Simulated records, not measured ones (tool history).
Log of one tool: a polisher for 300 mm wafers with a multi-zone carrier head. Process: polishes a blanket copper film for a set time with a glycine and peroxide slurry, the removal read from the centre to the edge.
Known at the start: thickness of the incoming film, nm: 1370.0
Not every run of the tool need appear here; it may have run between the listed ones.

| run | hour | flow of slurry (ml/min) | pressure of the head's centre zone | pressure of the head's middle zone | pressure of the head's edge zone | polishing time (s) | film removed at the wafer's centre (angstrom) | film removed at mid-radius (angstrom) | film removed at the wafer's edge (angstrom) |
|---|---|---|---|---|---|---|---|---|---|
| 1 | 0.0 | 280 | 1.00 | 1.00 | 1.00 | 58 | 3352.4 | 3472.2 | 3536.5 |
| 2 | 0.7 | 280 | 1.05 | 1.00 | 1.00 | 58 | 3529.6 | 3465.9 | 3450.8 |
| 3 | 8.0 | 280 | 1.05 | 1.00 | 1.04 | 58 | 3519.5 | 3515.3 | 3623.5 |
| 4 | 16.4 | 280 | 1.05 | 0.93 | 1.04 | 58 | 3538.9 | 3303.1 | 3610.5 |
| 5 | 18.5 | 335 | 1.05 | 0.93 | 1.04 | 58 | 3671.9 | 3329.1 | 3635.7 |
| 6 | 19.6 | 335 | 1.05 | 0.93 | 1.00 | 58 | 3627.3 | 3443.6 | 3609.3 |
| 7 | 21.9 | 330 | 1.00 | 0.95 | 1.01 | 62 | 3689.8 | 3640.3 | 3910.7 |
| 8 | 30.5 | 330 | 0.98 | 0.98 | 1.03 | 65 | 3827.4 | 3898.8 | 4161.8 |
| 9 | 38.8 | 330 | 0.96 | 1.00 | 1.05 | 67 | 3818.4 | 4182.3 | 4267.7 |

Run 10 has not been measured yet. What should we expect?
| 10 | 45.7 | 330 | 0.94 | 0.99 | 1.07 | 69 | ? | ? | ? |

film removed at the wafer's centre (angstrom): 3943.6
film removed at mid-radius (angstrom): 4159.6
film removed at the wafer's edge (angstrom): 4383.0
